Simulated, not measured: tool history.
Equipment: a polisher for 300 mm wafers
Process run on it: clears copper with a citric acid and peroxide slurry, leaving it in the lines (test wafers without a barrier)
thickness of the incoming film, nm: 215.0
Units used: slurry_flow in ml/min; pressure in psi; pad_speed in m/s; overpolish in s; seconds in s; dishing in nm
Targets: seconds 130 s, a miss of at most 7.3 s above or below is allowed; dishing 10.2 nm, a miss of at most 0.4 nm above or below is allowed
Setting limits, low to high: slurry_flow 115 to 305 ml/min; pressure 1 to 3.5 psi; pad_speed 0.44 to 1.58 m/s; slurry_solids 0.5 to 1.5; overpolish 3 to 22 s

run	hour	slurry_flow	pressure	pad_speed	slurry_solids	overpolish	seconds	dishing
1	0	195	2.2	1	1	11	156.82	11.496
2	7.5	195	2.2	1	1	13	163.16	13.184
3	12.7	200	2.3	1	1	11	153.97	11.832
4	19.5	200	2.3	0.78	1	11	196.67	9.5082
5	24	240	2.3	0.78	1	11	190.71	9.8124
6	29.4	240	2.5	0.78	1	10	173.27	9.4522
7	36	240	2.7	0.78	1	10	161.4	10.173
8	38.8	240	2.8	0.78	1	9	154.6	9.7585
9	45	240	2.8	0.78	1	9	157.23	9.7552
10	46.8	255	3.3	0.78	1	7	131.09	8.9121

Pick the move, out of 4, that brings all results within their allowed miss; only one does.
A	48.6	285	2.9	0.96	0.75	9	?	?
B	48.6	205	2.7	0.96	1	9	?	?
C	48.6	275	2.9	0.86	1.05	9	?	?
D	48.6	190	3.5	0.8	0.9	8	?	?

move	seconds	dishing
A	133.77	11.023
B	135.19	10.905
C	133.39	11.054
D	131.26	10.054
A: carries the result that was furthest off beyond its target, to the other side
B: carries the result that was furthest off beyond its target, to the other side
C: carries the result that was furthest off beyond its target, to the other side
D: hits every target within its allowed miss
D meets every target.
